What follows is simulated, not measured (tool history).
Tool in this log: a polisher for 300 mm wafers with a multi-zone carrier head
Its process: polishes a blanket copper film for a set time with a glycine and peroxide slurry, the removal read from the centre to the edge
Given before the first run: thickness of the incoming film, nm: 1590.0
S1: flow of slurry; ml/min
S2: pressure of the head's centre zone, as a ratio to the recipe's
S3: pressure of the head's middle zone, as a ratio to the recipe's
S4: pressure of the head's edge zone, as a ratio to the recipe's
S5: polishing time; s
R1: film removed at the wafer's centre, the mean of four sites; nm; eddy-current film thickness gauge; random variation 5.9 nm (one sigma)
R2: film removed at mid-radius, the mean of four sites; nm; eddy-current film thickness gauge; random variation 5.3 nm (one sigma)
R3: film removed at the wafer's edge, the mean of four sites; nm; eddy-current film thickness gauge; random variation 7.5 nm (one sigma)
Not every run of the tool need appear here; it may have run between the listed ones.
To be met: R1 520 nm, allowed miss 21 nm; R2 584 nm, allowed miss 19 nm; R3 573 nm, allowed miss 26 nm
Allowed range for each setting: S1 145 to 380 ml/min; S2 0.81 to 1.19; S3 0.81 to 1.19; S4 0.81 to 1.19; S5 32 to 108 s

run	hour	S1	S2	S3	S4	S5	R1	R2	R3
1	0	245	1	1	1	70	432.74	435.79	441.75
2	8.5	245	1	1	1.04	70	429.42	431.55	454.35
3	16.8	250	1	1.02	1.05	72	444.38	455.99	453.09
4	22.9	245	0.99	1.02	1.05	75	461.67	471.67	495.26
5	26	195	0.99	1.02	1.05	75	449.86	463.11	463.96
6	26.7	195	0.99	1.02	1.11	75	451.81	458.24	479.68
7	28.7	205	0.99	1.04	1.12	76	458.48	473.42	496.85
8	34.5	215	0.99	1.06	1.13	77	463.61	490.82	510.15
9	39.5	225	1	1.08	1.13	78	475.81	517.62	523.85

Which of these 4 next moves meets every target?
A	44.5	320	0.93	1.19	1.1	81	?	?	?
B	44.5	210	0.98	1.09	1.07	88	?	?	?
C	44.5	170	1.14	0.95	0.98	75	?	?	?
D	44.5	195	1.15	1.04	1.11	73	?	?	?

move	R1	R2	R3
A	478.56	604.56	557.59
B	522.73	583.88	579.61
C	503.23	431.16	465
D	504.26	460.84	486.92
A: pushes the last run's worst result past its target
B: every result lands within tolerance
C: the biggest miss grows against the last run
D: the biggest miss grows against the last run
B meets every target.
